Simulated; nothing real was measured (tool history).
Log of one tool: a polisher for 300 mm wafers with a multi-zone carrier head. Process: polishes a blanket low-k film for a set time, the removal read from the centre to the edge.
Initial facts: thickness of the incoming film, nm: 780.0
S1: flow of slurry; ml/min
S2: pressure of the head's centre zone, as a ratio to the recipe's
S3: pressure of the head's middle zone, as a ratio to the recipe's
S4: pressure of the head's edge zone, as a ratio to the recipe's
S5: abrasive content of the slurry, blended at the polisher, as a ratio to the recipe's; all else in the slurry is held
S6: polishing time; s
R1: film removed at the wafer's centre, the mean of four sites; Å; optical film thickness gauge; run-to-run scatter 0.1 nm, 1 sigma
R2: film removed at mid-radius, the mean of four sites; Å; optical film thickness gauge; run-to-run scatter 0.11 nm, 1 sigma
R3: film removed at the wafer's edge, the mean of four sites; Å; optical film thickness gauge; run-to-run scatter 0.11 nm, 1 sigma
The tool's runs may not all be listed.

Run 1, hour 0.0: S1 140 ml/min, S2 1.00, S3 1.00, S4 1.00, S5 1.00, S6 49 s. Result: R1 137.060 Å, R2 139.120 Å, R3 138.970 Å.
Run 2, hour 5.4: S1 140 ml/min, S2 1.00, S3 1.00, S4 1.00, S5 1.00, S6 55 s. Result: R1 156.790 Å, R2 160.360 Å, R3 155.380 Å.
Run 3, hour 7.7: S1 140 ml/min, S2 1.01, S3 1.01, S4 0.97, S5 0.90, S6 53 s. Result: R1 146.010 Å, R2 146.820 Å, R3 139.570 Å.
Run 4, hour 12.8: S1 115 ml/min, S2 1.01, S3 1.01, S4 0.97, S5 0.90, S6 53 s. Result: R1 140.100 Å, R2 139.130 Å, R3 137.650 Å.
Run 5, hour 15.6: S1 120 ml/min, S2 1.00, S3 1.02, S4 0.95, S5 0.85, S6 51 s. Result: R1 130.890 Å, R2 135.550 Å, R3 129.290 Å.
Run 6, hour 19.0: S1 125 ml/min, S2 1.00, S3 1.02, S4 0.93, S5 0.80, S6 49 s. Result: R1 122.140 Å, R2 128.270 Å, R3 119.880 Å.
Run 7, hour 19.6: S1 125 ml/min, S2 1.00, S3 1.02, S4 0.93, S5 0.80, S6 49 s. Result: R1 123.930 Å, R2 124.410 Å, R3 120.080 Å.
Run 8, hour 20.5: S1 130 ml/min, S2 1.01, S3 1.08, S4 0.83, S5 0.55, S6 42 s. Result: R1 92.430 Å, R2 97.434 Å, R3 82.705 Å.
Run 9, hour 27.4: S1 135 ml/min, S2 1.01, S3 1.08, S4 0.84, S5 0.55, S6 42 s. Result: R1 95.113 Å, R2 97.225 Å, R3 84.274 Å.
Run 10, hour 28.0: S1 135 ml/min, S2 1.01, S3 1.08, S4 0.85, S5 0.55, S6 42 s. Result: R1 94.792 Å, R2 99.323 Å, R3 84.481 Å.

Run 11, settings as shown, results not yet in. Your forecast:
Run 11, hour 30.3: S1 135 ml/min, S2 1.01, S3 1.08, S4 0.86, S5 0.55, S6 42 s. Result: R1 ?, R2 ?, R3 ?.

{"run 11": {"R1": 92.576, "R2": 99.524, "R3": 86.545}}

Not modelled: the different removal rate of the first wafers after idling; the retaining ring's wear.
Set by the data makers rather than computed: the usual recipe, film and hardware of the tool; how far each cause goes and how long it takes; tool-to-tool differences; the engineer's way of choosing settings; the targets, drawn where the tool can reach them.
